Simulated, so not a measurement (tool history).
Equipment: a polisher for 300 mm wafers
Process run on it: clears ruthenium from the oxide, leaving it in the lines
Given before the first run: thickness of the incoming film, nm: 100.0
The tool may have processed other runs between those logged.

run    day  flow of slurry (ml/min)  pressure of the wafer on the pad (psi)  speed of the pad under the wafer (m/s)  overpolish time after the end point (s)  time until the end point was called (s)
  1      0                      205                                     2.6                                    0.98                                       16                                   70.871
  2  0.196                      205                                     2.4                                    0.94                                       16                                   80.909
  3  0.304                      180                                     2.4                                    0.94                                       16                                   81.654
  4  0.442                      150                                     2.4                                    0.94                                       16                                   84.804
  5  0.471                      150                                     2.4                                    1.14                                       16                                   71.121
  6    0.6                      150                                     2.4                                    1.38                                       16                                   59.759
  7    0.8                      145                                     2.2                                     1.3                                       16                                   67.712
  8  0.888                      140                                       2                                    1.22                                       16                                   81.264
  9  1.083                      140                                     1.9                                    1.18                                       16                                   86.241
 10  1.438                      140                                     1.8                                    1.14                                       16                                   94.113
 11  1.492                      140                                     1.7                                     1.1                                       16                                   102.81

Estimate the outcome of run 12 from the log above:
 12  1.75                      135                                     1.2                                     0.9                                       16                                        ?

time until the end point was called (s): 173.77
